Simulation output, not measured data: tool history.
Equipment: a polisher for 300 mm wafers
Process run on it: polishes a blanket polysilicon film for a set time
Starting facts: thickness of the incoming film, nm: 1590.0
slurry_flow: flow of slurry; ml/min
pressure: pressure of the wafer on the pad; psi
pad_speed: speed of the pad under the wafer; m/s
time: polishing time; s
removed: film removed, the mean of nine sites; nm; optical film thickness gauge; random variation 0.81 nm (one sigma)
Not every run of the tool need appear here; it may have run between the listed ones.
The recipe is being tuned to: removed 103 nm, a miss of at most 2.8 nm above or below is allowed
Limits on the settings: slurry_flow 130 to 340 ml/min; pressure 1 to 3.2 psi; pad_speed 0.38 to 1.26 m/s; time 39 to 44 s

run,hour,slurry_flow,pressure,pad_speed,time,removed
1,0,220,2.1,0.82,44,241.11
2,3.1,215,1.7,0.74,44,178.01
3,10.8,210,1.5,0.7,44,149.08
4,17.8,200,1.3,0.68,44,126.8
5,22.8,200,1.3,0.68,39,112.05
6,24,165,1.3,0.68,39,110.16
7,28.1,160,1.1,0.68,39,93.124
8,28.6,175,1.1,0.68,39,93.688
9,30.6,190,1.3,0.68,39,112.07
10,31.5,175,1.3,0.68,39,110.74
11,33.8,165,1.3,0.68,39,108.75

Consider the 4 candidate settings below. Which is the only one whose results all fall within their allowed miss of target?
A,36.1,160,1.3,0.66,40,?
B,36.1,130,1.4,0.68,39,?
C,36.1,130,1.4,0.66,39,?
D,36.1,220,1.3,0.56,43,?

move,removed
A,108.92
B,113.22
C,110.01
D,104.42
A: about the same distance from the targets as the last run
B: moves away from the targets compared with the last run
C: moves away from the targets compared with the last run
D: every result lands within tolerance
D is the move that brings every result within its allowed miss.

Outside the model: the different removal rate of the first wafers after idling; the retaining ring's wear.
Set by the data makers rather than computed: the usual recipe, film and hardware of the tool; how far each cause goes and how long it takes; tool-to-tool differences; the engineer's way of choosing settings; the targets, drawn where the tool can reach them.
